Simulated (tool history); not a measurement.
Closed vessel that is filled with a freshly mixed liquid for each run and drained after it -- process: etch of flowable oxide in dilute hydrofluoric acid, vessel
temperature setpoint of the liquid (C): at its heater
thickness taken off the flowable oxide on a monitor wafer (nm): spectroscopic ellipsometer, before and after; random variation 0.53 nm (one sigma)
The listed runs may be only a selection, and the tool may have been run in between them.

| run | hour | temperature setpoint of the liquid (C) | parts of water to one part of 49 % hydrofluoric acid (parts by volume) | time in the liquid (s) | thickness taken off the flowable oxide on a monitor wafer (nm) |
|---|---|---|---|---|---|
| 1 | 0.0 | 23.0 | 190 | 645 | 82.801 |
| 2 | 1.5 | 23.0 | 225 | 645 | 67.491 |
| 3 | 5.6 | 23.5 | 225 | 645 | 68.291 |
| 4 | 8.2 | 24.0 | 225 | 645 | 68.646 |
| 5 | 10.1 | 26.5 | 225 | 645 | 75.358 |
| 6 | 12.0 | 26.5 | 180 | 645 | 99.468 |
| 7 | 19.2 | 25.0 | 180 | 645 | 94.950 |
| 8 | 26.6 | 23.5 | 180 | 645 | 88.774 |
| 9 | 28.4 | 22.5 | 180 | 645 | 85.446 |
| 10 | 35.5 | 22.0 | 180 | 645 | 84.021 |

Expected results for the next run?
| 11 | 36.5 | 21.5 | 180 | 645 | ? |

thickness taken off the flowable oxide on a monitor wafer (nm): 82.974
